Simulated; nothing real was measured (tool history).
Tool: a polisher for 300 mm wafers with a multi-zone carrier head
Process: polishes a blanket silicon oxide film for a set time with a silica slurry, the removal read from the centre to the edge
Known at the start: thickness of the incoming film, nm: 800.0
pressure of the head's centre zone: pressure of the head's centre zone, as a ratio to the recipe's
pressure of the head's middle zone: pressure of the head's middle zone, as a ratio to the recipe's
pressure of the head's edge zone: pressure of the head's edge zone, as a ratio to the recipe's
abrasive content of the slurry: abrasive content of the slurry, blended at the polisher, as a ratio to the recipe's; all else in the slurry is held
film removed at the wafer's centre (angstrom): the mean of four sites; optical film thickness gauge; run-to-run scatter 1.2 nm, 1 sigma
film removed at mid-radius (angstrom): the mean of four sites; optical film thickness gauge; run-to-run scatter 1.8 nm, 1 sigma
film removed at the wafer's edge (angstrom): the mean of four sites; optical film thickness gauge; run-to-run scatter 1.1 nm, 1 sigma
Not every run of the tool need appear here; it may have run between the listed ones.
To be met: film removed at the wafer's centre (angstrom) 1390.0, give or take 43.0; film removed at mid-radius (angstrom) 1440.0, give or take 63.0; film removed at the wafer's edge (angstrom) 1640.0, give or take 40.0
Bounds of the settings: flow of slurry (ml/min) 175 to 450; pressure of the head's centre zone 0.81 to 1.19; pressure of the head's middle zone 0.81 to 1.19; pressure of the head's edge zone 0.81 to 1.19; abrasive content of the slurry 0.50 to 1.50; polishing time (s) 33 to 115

run,hour,flow of slurry (ml/min),pressure of the head's centre zone,pressure of the head's middle zone,pressure of the head's edge zone,abrasive content of the slurry,polishing time (s),film removed at the wafer's centre (angstrom),film removed at mid-radius (angstrom),film removed at the wafer's edge (angstrom)
1,0.0,290,1.00,1.00,1.00,1.00,73,2209.7,2182.8,2195.8
2,8.3,285,0.98,0.98,0.99,0.95,73,2087.0,2124.3,2156.3
3,13.1,285,0.97,0.96,0.99,0.90,72,2019.8,1984.9,2053.7
4,19.4,280,0.95,0.95,0.99,0.85,72,1885.2,1909.6,1994.5
5,23.4,280,0.95,1.04,0.99,0.85,72,1899.9,2086.6,1976.5
6,31.2,275,0.94,1.01,0.99,0.80,72,1841.6,2011.1,1939.7
7,33.8,275,0.93,0.99,0.99,0.75,72,1766.7,1873.4,1869.7
8,35.4,270,0.92,0.97,0.98,0.75,72,1752.1,1850.5,1853.3
9,38.8,265,0.91,0.95,0.98,0.75,72,1706.5,1774.6,1830.6
10,45.2,260,0.90,0.94,0.98,0.75,72,1689.2,1796.4,1849.5
11,52.9,260,0.89,0.93,0.98,0.75,72,1655.0,1727.7,1868.5
12,54.9,235,0.81,0.86,0.88,0.55,72,1249.8,1372.7,1479.0
13,60.7,245,0.81,0.86,0.89,0.55,72,1268.7,1396.1,1476.1
14,65.1,245,0.81,0.86,0.91,0.55,72,1268.9,1385.9,1497.9

Of the 5 settings listed for the next run, only one would bring every result within its allowed miss of target. Which one?
A,69.5,225,0.85,0.81,0.92,0.55,72,?,?,?
B,69.5,240,0.84,0.87,1.08,0.70,61,?,?,?
C,69.5,255,0.81,0.81,0.87,0.55,80,?,?,?
D,69.5,275,0.96,0.95,0.81,0.55,68,?,?,?
E,69.5,265,0.83,0.96,0.87,0.55,65,?,?,?

move,film removed at the wafer's centre (angstrom),film removed at mid-radius (angstrom),film removed at the wafer's edge (angstrom)
A,1316.4,1299.8,1509.7
B,1269.8,1343.9,1587.6
C,1408.2,1458.7,1647.1
D,1431.0,1421.4,1359.7
E,1177.7,1367.7,1338.6
A: nearer than the last run, and not there yet
B: nearer than the last run, and not there yet
C: meets every target
D: further off than the last run
E: further off than the last run
Answer: C
